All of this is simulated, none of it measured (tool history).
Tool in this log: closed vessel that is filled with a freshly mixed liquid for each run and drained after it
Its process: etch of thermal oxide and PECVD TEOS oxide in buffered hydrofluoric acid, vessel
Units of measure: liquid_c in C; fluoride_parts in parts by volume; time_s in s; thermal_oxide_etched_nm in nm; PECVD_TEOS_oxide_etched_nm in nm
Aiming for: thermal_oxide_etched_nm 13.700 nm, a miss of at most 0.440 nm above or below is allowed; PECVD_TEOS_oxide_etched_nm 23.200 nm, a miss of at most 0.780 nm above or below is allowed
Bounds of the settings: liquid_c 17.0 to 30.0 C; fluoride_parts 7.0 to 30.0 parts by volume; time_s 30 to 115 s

| run | hour | liquid_c | fluoride_parts | time_s | thermal_oxide_etched_nm | PECVD_TEOS_oxide_etched_nm |
|---|---|---|---|---|---|---|
| 1 | 0.0 | 22.0 | 19.0 | 60 | 29.154 | 48.194 |
| 2 | 8.7 | 25.0 | 19.0 | 60 | 34.609 | 57.874 |
| 3 | 14.9 | 23.0 | 22.0 | 60 | 28.318 | 46.840 |
| 4 | 21.1 | 23.0 | 17.0 | 60 | 33.804 | 56.942 |
|  | 30.0 | hydrofluoric acid flow meter replaced |
| 5 | 30.0 | 25.0 | 17.0 | 60 | 41.746 | 70.493 |
| 6 | 34.8 | 23.0 | 19.5 | 60 | 32.844 | 55.224 |
| 7 | 42.5 | 23.0 | 19.5 | 60 | 32.136 | 56.483 |
| 8 | 44.0 | 22.0 | 22.5 | 55 | 25.234 | 43.395 |
| 9 | 48.8 | 20.5 | 24.5 | 55 | 21.644 | 37.891 |
| 10 | 56.6 | 19.5 | 26.0 | 50 | 18.241 | 31.018 |
| 11 | 61.7 | 19.0 | 27.0 | 50 | 17.451 | 29.372 |
| 12 | 70.1 | 18.5 | 28.0 | 50 | 16.173 | 27.903 |
| 13 | 79.4 | 18.0 | 28.5 | 50 | 15.828 | 26.796 |
| 14 | 85.5 | 17.0 | 30.0 | 45 | 12.885 | 21.722 |

Exactly one of the 4 candidate moves below puts every result within its allowed miss. Which one?
| A | 91.6 | 17.5 | 28.5 | 45 | ? | ? |
| B | 91.6 | 17.0 | 24.0 | 45 | ? | ? |
| C | 91.6 | 17.0 | 25.0 | 45 | ? | ? |
| D | 91.6 | 17.0 | 23.5 | 45 | ? | ? |

| move | thermal_oxide_etched_nm | PECVD_TEOS_oxide_etched_nm |
|---|---|---|
| A | 13.578 | 23.580 |
| B | 14.863 | 25.812 |
| C | 14.449 | 25.093 |
| D | 15.081 | 26.191 |
A: all results in spec
B: moves the result that the last run missed by most past its target, out the other side
C: moves the result that the last run missed by most past its target, out the other side
D: moves the result that the last run missed by most past its target, out the other side
A meets every target.
